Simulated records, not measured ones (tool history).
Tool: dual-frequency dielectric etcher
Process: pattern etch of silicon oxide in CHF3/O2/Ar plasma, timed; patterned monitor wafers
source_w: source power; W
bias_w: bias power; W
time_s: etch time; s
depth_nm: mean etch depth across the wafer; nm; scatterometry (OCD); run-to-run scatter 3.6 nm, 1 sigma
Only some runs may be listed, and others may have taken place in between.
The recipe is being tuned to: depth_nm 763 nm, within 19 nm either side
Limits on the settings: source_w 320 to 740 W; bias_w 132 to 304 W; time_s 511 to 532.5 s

run	hour	source_w	bias_w	time_s	depth_nm
1	0	530	218	511	884.35
2	3.2	510	215	511	875.58
3	3.9	490	210	511	853.09
4	8.2	490	210	511	854.6
5	9.2	460	210	511	845.33
6	12.9	460	177	511	799.66
7	18.2	450	176	511	795.26
8	23.7	440	175	511	780.9

Pick the move, out of 4, that brings all results within their allowed miss; only one does.
A	29.2	460	155	532.5	?
B	29.2	550	166	513.5	?
C	29.2	470	183	513	?
D	29.2	390	158	527	?

move	depth_nm
A	799.03
B	827.91
C	817.2
D	761.54
A: its largest miss is bigger than the last run's
B: its largest miss is bigger than the last run's
C: its largest miss is bigger than the last run's
D: in spec on every target
Move D is the one to make.
